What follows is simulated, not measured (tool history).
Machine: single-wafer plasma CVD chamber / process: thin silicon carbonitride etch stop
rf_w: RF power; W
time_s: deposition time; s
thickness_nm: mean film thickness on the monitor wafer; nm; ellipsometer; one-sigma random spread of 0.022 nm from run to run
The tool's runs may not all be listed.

run,hour,rf_w,time_s,thickness_nm
1,0.0,180,20.0,11.370
2,0.7,165,20.0,11.166
3,1.8,175,20.0,11.354
4,8.8,175,18.2,10.330
5,15.4,195,18.2,10.572
6,22.0,195,18.1,10.520
7,25.7,195,18.0,10.476
8,34.5,195,17.9,10.362

Predict the results of run 9:
9,38.9,195,17.8,?

Run 9 produced thickness_nm 10.327 nm.
